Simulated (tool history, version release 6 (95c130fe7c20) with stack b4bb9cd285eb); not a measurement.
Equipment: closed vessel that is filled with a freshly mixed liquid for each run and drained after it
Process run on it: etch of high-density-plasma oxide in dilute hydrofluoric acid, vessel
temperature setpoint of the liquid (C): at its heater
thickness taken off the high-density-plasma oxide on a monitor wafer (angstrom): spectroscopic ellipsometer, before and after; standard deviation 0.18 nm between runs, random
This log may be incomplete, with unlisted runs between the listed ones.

run,hour,temperature setpoint of the liquid (C),parts of water to one part of 49 % hydrofluoric acid (parts by volume),time in the liquid (s),thickness taken off the high-density-plasma oxide on a monitor wafer (angstrom)
1,0.0,23.0,65,135,105.770
2,1.1,23.0,65,100,77.522
3,2.4,24.5,55,100,98.420
4,10.1,25.5,50,105,119.670
5,12.8,25.5,50,135,155.580
6,20.0,24.0,50,135,146.640
7,28.5,25.0,45,135,169.650
8,31.4,29.0,45,135,200.010

Predict the results of run 9:
9,38.1,29.5,45,135,?

{"run 9": {"thickness taken off the high-density-plasma oxide on a monitor wafer (angstrom)": 202.63}}

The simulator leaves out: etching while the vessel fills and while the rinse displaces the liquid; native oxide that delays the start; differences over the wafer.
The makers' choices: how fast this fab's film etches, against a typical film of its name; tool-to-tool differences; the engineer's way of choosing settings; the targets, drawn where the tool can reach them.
